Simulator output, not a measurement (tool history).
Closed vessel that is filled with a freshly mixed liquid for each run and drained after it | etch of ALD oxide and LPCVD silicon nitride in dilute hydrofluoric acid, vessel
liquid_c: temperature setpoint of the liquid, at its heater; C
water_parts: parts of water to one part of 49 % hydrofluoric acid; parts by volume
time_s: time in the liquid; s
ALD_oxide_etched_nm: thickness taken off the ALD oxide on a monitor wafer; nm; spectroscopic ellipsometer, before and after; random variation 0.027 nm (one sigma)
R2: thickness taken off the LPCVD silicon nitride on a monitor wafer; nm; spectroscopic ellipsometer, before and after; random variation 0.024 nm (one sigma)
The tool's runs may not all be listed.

run 1 day=0 | liquid_c=24 water_parts=130 time_s=60 | ALD_oxide_etched_nm=6.9237 R2=0.19721
run 2 day=0.3 | liquid_c=24 water_parts=90 time_s=60 | ALD_oxide_etched_nm=10.534 R2=0.29021
run 3 day=0.492 | liquid_c=23 water_parts=95 time_s=60 | ALD_oxide_etched_nm=9.563 R2=0.24068
run 4 day=0.767 | liquid_c=22.5 water_parts=100 time_s=60 | ALD_oxide_etched_nm=8.8915 R2=0.22234
run 5 day=0.892 | liquid_c=25.5 water_parts=100 time_s=60 | ALD_oxide_etched_nm=9.9729 R2=0.30351
run 6 day=1.108 | liquid_c=25.5 water_parts=100 time_s=85 | ALD_oxide_etched_nm=14.044 R2=0.36061
run 7 day=1.467 | liquid_c=24.5 water_parts=110 time_s=85 | ALD_oxide_etched_nm=12.124 R2=0.42939
-- day=1.562 hydrofluoric acid flow meter replaced
run 8 day=1.562 | liquid_c=23.5 water_parts=115 time_s=85 | ALD_oxide_etched_nm=11.973 R2=0.33421
run 9 day=1.721 | liquid_c=23 water_parts=125 time_s=85 | ALD_oxide_etched_nm=10.749 R2=0.28542
run 10 day=2.088 | liquid_c=22.5 water_parts=135 time_s=85 | ALD_oxide_etched_nm=9.5504 R2=0.24769
run 11 day=2.396 | liquid_c=22 water_parts=140 time_s=85 | ALD_oxide_etched_nm=9.0187 R2=0.23867
run 12 day=2.762 | liquid_c=21.5 water_parts=145 time_s=85 | ALD_oxide_etched_nm=8.5678 R2=0.22179
run 13 day=2.938 | liquid_c=21.5 water_parts=145 time_s=85 | ALD_oxide_etched_nm=8.5225 R2=0.19692
run 14 day=3.117 | liquid_c=21.5 water_parts=145 time_s=85 | ALD_oxide_etched_nm=8.5697 R2=0.21519
run 15 day=3.296 | liquid_c=21.5 water_parts=150 time_s=85 | ALD_oxide_etched_nm=8.1876 R2=0.2187
run 16 day=3.554 | liquid_c=21 water_parts=155 time_s=85 | ALD_oxide_etched_nm=7.7333 R2=0.2235

Run 17 comes next. What will it give?
run 17 day=3.875 | liquid_c=20.5 water_parts=160 time_s=85 | ALD_oxide_etched_nm=? R2=?

Run 17 gave ALD_oxide_etched_nm 7.3415 nm, R2 0.20251 nm.

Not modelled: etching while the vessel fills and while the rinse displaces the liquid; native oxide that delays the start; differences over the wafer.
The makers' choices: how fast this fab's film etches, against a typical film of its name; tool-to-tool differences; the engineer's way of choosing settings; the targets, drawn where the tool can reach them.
